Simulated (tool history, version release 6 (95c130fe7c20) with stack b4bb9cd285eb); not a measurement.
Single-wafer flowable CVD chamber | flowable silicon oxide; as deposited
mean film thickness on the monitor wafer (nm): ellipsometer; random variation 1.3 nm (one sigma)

run    day  heater temperature setpoint (K)  chamber pressure (Pa)  RF power (kW)  deposition time (s)  mean film thickness on the monitor wafer (nm)
  1  0.000                           378.15                  125.7          1.760                  331                                         238.13
  2  0.121                           376.15                  125.7          1.760                  331                                         255.74
  3  0.329                           375.15                  125.7          1.760                  331                                         265.13
  4  0.554                           375.15                  103.5          1.760                  331                                         222.17
  5  0.688                           375.15                  103.5          1.525                  331                                         207.82
  6  0.779                           375.15                  103.5          1.525                  331                                         209.66
  7  1.079                           372.15                  103.6          1.525                  331                                         234.84
  8  1.104                           370.15                  103.6          1.525                  331                                         251.39
     1.362  -- thermocouple changed; heater temperature recalibrated
  9  1.362                           369.15                  103.6          1.525                  331                                         211.15

The next listed run, before its measurement:
 10  1.538                           369.15                  116.7          1.545                  331                                              ?

Run 10 gave mean film thickness on the monitor wafer (nm) 238.35.

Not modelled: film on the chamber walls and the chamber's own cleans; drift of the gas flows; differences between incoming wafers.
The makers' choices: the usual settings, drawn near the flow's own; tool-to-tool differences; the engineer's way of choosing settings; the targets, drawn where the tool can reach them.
